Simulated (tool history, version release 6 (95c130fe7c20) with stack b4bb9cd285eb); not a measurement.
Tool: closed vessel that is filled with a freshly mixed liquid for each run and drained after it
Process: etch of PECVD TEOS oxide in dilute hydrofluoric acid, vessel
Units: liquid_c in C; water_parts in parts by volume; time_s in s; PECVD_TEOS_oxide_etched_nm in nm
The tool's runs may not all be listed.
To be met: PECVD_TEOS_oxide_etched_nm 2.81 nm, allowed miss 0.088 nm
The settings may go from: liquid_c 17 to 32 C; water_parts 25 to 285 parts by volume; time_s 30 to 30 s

Run 1, day 0: liquid_c 24 C, water_parts 155 parts by volume, time_s 30 s. Result: PECVD_TEOS_oxide_etched_nm 3.7998 nm.
Run 2, day 0.192: liquid_c 24 C, water_parts 155 parts by volume, time_s 30 s. Result: PECVD_TEOS_oxide_etched_nm 3.7879 nm.
Run 3, day 0.546: liquid_c 27.5 C, water_parts 155 parts by volume, time_s 30 s. Result: PECVD_TEOS_oxide_etched_nm 4.2793 nm.
Run 4, day 0.588: liquid_c 27.5 C, water_parts 105 parts by volume, time_s 30 s. Result: PECVD_TEOS_oxide_etched_nm 6.8396 nm.
Run 5, day 0.933: liquid_c 25 C, water_parts 105 parts by volume, time_s 30 s. Result: PECVD_TEOS_oxide_etched_nm 6.2132 nm.
Run 6, day 1.288: liquid_c 24 C, water_parts 115 parts by volume, time_s 30 s. Result: PECVD_TEOS_oxide_etched_nm 5.3454 nm.
Run 7, day 1.321: liquid_c 20 C, water_parts 160 parts by volume, time_s 30 s. Result: PECVD_TEOS_oxide_etched_nm 3.1417 nm.
Run 8, day 1.471: liquid_c 19.5 C, water_parts 160 parts by volume, time_s 30 s. Result: PECVD_TEOS_oxide_etched_nm 3.1299 nm.
Run 9, day 1.783: liquid_c 17 C, water_parts 165 parts by volume, time_s 30 s. Result: PECVD_TEOS_oxide_etched_nm 2.6502 nm.

Which of these 4 next moves meets every target?
Run A, day 2.096: liquid_c 17 C, water_parts 150 parts by volume, time_s 30 s. Result: PECVD_TEOS_oxide_etched_nm ?.
Run B, day 2.096: liquid_c 17 C, water_parts 160 parts by volume, time_s 30 s. Result: PECVD_TEOS_oxide_etched_nm ?.
Run C, day 2.096: liquid_c 17.5 C, water_parts 155 parts by volume, time_s 30 s. Result: PECVD_TEOS_oxide_etched_nm ?.
Run D, day 2.096: liquid_c 17 C, water_parts 175 parts by volume, time_s 30 s. Result: PECVD_TEOS_oxide_etched_nm ?.

move  PECVD_TEOS_oxide_etched_nm
   A                      3.0079
   B                      2.7928
   C                      2.9565
   D                      2.5173
A: takes the result that was furthest off past its target
B: meets every target
C: takes the result that was furthest off past its target
D: further off than the last run
Answer: B

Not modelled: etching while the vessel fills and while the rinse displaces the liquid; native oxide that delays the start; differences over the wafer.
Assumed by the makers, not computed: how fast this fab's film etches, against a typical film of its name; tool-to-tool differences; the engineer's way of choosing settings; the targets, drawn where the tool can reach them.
